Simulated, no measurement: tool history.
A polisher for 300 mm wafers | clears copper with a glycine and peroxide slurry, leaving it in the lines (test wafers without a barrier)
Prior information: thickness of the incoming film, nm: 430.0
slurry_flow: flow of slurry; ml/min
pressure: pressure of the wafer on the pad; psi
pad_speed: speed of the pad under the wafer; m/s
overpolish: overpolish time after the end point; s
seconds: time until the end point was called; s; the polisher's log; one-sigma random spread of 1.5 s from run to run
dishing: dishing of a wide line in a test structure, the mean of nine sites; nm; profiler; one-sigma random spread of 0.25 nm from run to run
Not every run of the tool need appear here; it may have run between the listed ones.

| run | hour | slurry_flow | pressure | pad_speed | overpolish | seconds | dishing |
|---|---|---|---|---|---|---|---|
| 1 | 0 | 270 | 2.3 | 0.92 | 9 | 121.36 | 15.288 |
| 2 | 2.6 | 270 | 2.2 | 0.92 | 9 | 128.1 | 14.169 |
| 3 | 6.3 | 270 | 2.1 | 0.92 | 9 | 131.57 | 14.392 |
| 4 | 13.4 | 270 | 2.1 | 0.72 | 9 | 151.43 | 13.458 |
| 5 | 18.4 | 270 | 1.9 | 0.72 | 8 | 163.25 | 11.751 |
| 6 | 20.7 | 270 | 2.2 | 0.72 | 8 | 150.44 | 11.946 |
|  | 21.8 | slurry nozzle cleaned |
| 7 | 21.8 | 270 | 2.1 | 0.72 | 8 | 147.44 | 13.106 |
| 8 | 23.9 | 270 | 2 | 0.72 | 8 | 151.36 | 11.902 |
| 9 | 31.7 | 270 | 1.9 | 0.72 | 8 | 155.95 | 11.38 |

What does the tool deliver on the next run?
| 10 | 33 | 265 | 1.7 | 0.7 | 9 | ? | ? |

{"run 10": {"seconds": 165.47, "dishing": 12.349}}
